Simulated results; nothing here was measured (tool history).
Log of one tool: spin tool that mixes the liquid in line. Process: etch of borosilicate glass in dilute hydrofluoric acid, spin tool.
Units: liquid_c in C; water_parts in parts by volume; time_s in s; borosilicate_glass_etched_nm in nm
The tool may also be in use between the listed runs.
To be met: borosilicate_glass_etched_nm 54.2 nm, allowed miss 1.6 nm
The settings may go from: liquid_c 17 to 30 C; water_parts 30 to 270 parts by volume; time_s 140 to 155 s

Run 1, hour 0: liquid_c 22 C, water_parts 150 parts by volume, time_s 140 s. Result: borosilicate_glass_etched_nm 21.25 nm.
Run 2, hour 4.8: liquid_c 24 C, water_parts 150 parts by volume, time_s 140 s. Result: borosilicate_glass_etched_nm 22.717 nm.
Run 3, hour 11.4: liquid_c 24 C, water_parts 180 parts by volume, time_s 140 s. Result: borosilicate_glass_etched_nm 18.346 nm.
Run 4, hour 16.8: liquid_c 24 C, water_parts 130 parts by volume, time_s 140 s. Result: borosilicate_glass_etched_nm 26.605 nm.
Run 5, hour 22.8: liquid_c 25.5 C, water_parts 110 parts by volume, time_s 140 s. Result: borosilicate_glass_etched_nm 34.904 nm.
Run 6, hour 26.5: liquid_c 24 C, water_parts 110 parts by volume, time_s 140 s. Result: borosilicate_glass_etched_nm 32.057 nm.
Run 7, hour 28.7: liquid_c 24 C, water_parts 110 parts by volume, time_s 140 s. Result: borosilicate_glass_etched_nm 32.048 nm.
At hour 30.9: thermometer replaced.
Run 8, hour 30.9: liquid_c 28 C, water_parts 60 parts by volume, time_s 140 s. Result: borosilicate_glass_etched_nm 80.784 nm.

4 next moves are on the table. One of them brings every result within its allowed miss. Which?
Run A, hour 33.1: liquid_c 30 C, water_parts 85 parts by volume, time_s 150 s. Result: borosilicate_glass_etched_nm ?.
Run B, hour 33.1: liquid_c 27.5 C, water_parts 80 parts by volume, time_s 140 s. Result: borosilicate_glass_etched_nm ?.
Run C, hour 33.1: liquid_c 29 C, water_parts 90 parts by volume, time_s 140 s. Result: borosilicate_glass_etched_nm ?.
Run D, hour 33.1: liquid_c 24 C, water_parts 65 parts by volume, time_s 155 s. Result: borosilicate_glass_etched_nm ?.

move  borosilicate_glass_etched_nm
   A                        64.731
   B                        58.715
   C                        54.537
   D                        71.003
A: nearer than the last run, and not there yet
B: nearer than the last run, and not there yet
C: meets every target
D: nearer than the last run, and not there yet
Answer: C
